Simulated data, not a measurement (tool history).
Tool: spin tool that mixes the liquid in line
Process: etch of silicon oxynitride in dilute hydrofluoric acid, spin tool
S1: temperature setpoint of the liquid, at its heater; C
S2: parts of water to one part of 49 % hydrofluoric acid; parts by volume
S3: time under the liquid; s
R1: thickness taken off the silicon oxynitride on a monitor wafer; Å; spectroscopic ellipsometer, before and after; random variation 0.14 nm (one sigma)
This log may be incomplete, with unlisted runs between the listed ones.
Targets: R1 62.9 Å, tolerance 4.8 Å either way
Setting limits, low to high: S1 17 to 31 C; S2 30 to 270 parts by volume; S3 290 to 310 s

run,day,S1,S2,S3,R1
1,0,23,150,290,30.6
2,0.058,24,140,290,35.063
3,0.196,27,140,290,38.387
4,0.429,27.5,130,290,44.58
5,0.512,28,125,290,47.03
6,0.65,28.5,120,290,51.846
7,0.721,29,120,290,51.052
8,1.033,29,115,290,54.756

Of the 4 settings listed for the next run, only one would bring every result within its allowed miss of target. Which one?
A,1.346,27.5,80,310,?
B,1.346,28.5,85,310,?
C,1.346,27,80,310,?
D,1.346,28.5,105,310,?

move,R1
A,84.255
B,82.709
C,82.306
D,65.776
A: takes the result that was furthest off past its target
B: takes the result that was furthest off past its target
C: takes the result that was furthest off past its target
D: all results in spec
D is the move that brings every result within its allowed miss.

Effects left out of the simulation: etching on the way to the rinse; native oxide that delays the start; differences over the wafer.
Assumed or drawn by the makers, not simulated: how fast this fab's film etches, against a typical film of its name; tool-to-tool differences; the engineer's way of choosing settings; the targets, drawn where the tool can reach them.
